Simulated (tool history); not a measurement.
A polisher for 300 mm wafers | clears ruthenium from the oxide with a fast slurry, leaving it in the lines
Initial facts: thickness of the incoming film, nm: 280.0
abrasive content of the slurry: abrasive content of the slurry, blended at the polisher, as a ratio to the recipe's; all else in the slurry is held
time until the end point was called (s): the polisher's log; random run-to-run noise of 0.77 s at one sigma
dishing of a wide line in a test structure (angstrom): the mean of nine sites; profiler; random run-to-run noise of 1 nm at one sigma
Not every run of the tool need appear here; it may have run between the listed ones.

run,day,flow of slurry (ml/min),pressure of the wafer on the pad (kPa),speed of the pad under the wafer (m/s),abrasive content of the slurry,overpolish time after the end point (s),time until the end point was called (s),dishing of a wide line in a test structure (angstrom)
1,0,295,18.6,1.28,1,15,59.555,476.52
2,0.196,295,17.2,1.28,1,16,63.755,449.52
3,0.4,295,17.2,1.48,1,16,55.064,508.5
4,0.546,295,15.9,1.46,1,18,60.272,510.56
5,0.779,295,15.9,1.46,1,22,60.929,622.04
# day 0.812: head pressure recalibrated
6,0.812,295,15.9,1.46,1.2,22,50.642,688.18
7,1.15,295,14.5,1.44,1.2,23,56.437,647.11
8,1.229,295,13.1,1.44,1.2,24,62.269,623
9,1.308,295,12.4,1.44,1.2,24,66.615,612.13
10,1.538,295,11.7,1.44,1.2,24,69.655,568.7

What will run 11 give?
11,1.779,295,11,1.44,1.2,24,?,?

time until the end point was called (s): 74.321
dishing of a wide line in a test structure (angstrom): 552.91

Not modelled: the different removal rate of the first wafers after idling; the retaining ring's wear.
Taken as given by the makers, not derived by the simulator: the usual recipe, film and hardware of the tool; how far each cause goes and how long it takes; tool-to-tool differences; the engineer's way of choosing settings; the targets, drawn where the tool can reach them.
